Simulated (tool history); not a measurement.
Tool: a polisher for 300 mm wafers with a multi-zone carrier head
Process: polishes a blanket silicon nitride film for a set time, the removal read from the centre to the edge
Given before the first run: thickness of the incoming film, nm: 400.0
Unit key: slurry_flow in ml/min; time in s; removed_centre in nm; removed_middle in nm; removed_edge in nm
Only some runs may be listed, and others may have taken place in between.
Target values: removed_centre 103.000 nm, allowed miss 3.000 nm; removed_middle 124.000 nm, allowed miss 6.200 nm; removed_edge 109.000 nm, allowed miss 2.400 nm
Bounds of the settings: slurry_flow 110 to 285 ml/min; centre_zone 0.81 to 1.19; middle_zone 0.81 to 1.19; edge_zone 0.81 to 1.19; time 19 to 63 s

run	hour	slurry_flow	centre_zone	middle_zone	edge_zone	time	removed_centre	removed_middle	removed_edge
1	0.0	180	1.00	1.00	1.00	41	79.475	78.839	77.555
2	2.8	135	1.00	1.00	1.00	41	75.012	75.887	75.448
3	8.1	135	1.00	0.97	1.00	41	74.861	73.169	74.510
4	14.4	135	0.96	0.97	1.00	41	72.309	72.684	74.537
5	23.2	135	0.96	0.89	1.00	41	72.705	68.992	74.840
6	31.2	135	1.00	0.89	1.00	41	74.462	68.145	75.470
7	33.1	150	0.99	0.95	1.03	43	79.145	74.253	80.779
8	41.9	165	0.97	1.00	1.03	46	85.305	87.054	87.145
9	45.9	180	0.96	1.04	1.05	47	87.553	91.745	90.839

5 candidate next runs follow, results not yet known. Just one meets every target within its allowed miss. Identify it.
A	49.9	155	1.05	0.96	1.10	53	?	?	?
B	49.9	190	1.12	0.91	1.11	41	?	?	?
C	49.9	190	0.83	1.16	1.02	57	?	?	?
D	49.9	225	0.93	1.16	1.06	55	?	?	?
E	49.9	130	0.90	0.89	1.05	52	?	?	?

move	removed_centre	removed_middle	removed_edge
A	104.900	94.183	104.170
B	89.844	71.983	82.931
C	92.504	123.140	110.850
D	102.740	121.520	110.590
E	84.757	83.950	97.892
A: nearer the targets than the last run, but a result is still out of spec
B: lands further from the targets than the last run did
C: brings the last run's worst result on target, with another outside its allowed miss
D: all results in spec
E: nearer the targets than the last run, but a result is still out of spec
D meets every target.

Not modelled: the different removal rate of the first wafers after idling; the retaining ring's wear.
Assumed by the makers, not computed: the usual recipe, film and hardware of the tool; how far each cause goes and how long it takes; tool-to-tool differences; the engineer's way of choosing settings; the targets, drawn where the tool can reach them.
